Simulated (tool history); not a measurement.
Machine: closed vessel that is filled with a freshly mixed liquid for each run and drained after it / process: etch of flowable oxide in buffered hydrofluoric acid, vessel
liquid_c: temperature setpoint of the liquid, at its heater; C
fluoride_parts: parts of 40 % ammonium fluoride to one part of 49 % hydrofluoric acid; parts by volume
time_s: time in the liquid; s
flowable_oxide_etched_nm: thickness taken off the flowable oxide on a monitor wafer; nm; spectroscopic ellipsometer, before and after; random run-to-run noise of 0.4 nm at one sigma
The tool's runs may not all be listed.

run,hour,liquid_c,fluoride_parts,time_s,flowable_oxide_etched_nm
1,0,23,16,90,104.99
2,5.6,21.5,17,90,91.371
3,11.6,21.5,13.5,90,115.53
4,17.1,21.5,17,90,92.585
5,18.4,21.5,12.5,90,123.77
6,23,22.5,12.5,90,130.16
7,24.1,21,14.5,90,102.65
8,31.5,20,15.5,90,92.175
9,32.3,19.5,16.5,90,83.665
10,35.1,19,17,90,80.38
11,41.2,18.5,17.5,90,75.697
12,47.5,18,18,90,71.194
13,52.1,18,18.5,90,68.71

What does the tool deliver on the next run?
14,54.9,18,19,90,?

{"run 14": {"flowable_oxide_etched_nm": 67.445}}
